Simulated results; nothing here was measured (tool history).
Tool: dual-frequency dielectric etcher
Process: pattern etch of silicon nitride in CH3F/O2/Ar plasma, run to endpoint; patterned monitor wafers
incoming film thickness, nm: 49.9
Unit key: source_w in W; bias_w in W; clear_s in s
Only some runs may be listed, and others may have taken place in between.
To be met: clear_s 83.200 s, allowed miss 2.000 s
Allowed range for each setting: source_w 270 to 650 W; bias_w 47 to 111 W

run,hour,source_w,bias_w,clear_s
1,0.0,460,79,66.488
2,1.1,410,79,69.795
3,2.1,390,77,72.573
4,10.2,390,82,69.869
5,13.6,370,80,72.374
6,15.7,460,80,66.515
7,23.7,440,78,68.469
8,31.5,420,77,70.180
9,33.6,400,76,71.810
10,41.3,380,75,74.540
11,43.6,370,75,74.701
12,51.7,360,74,76.155
13,56.9,350,74,77.663
14,61.2,340,74,78.456
15,64.3,330,74,79.393
16,70.9,320,74,80.270
17,73.7,280,72,86.987

Pick the move, out of 4, that brings all results within their allowed miss; only one does.
A,76.5,280,64,?
B,76.5,370,53,?
C,76.5,290,75,?
D,76.5,290,70,?

move,clear_s
A,93.302
B,92.072
C,83.796
D,87.144
A: its largest miss is bigger than the last run's
B: its largest miss is bigger than the last run's
C: all results land within tolerance of their targets
D: roughly where the last run was
Move C is the one to make.
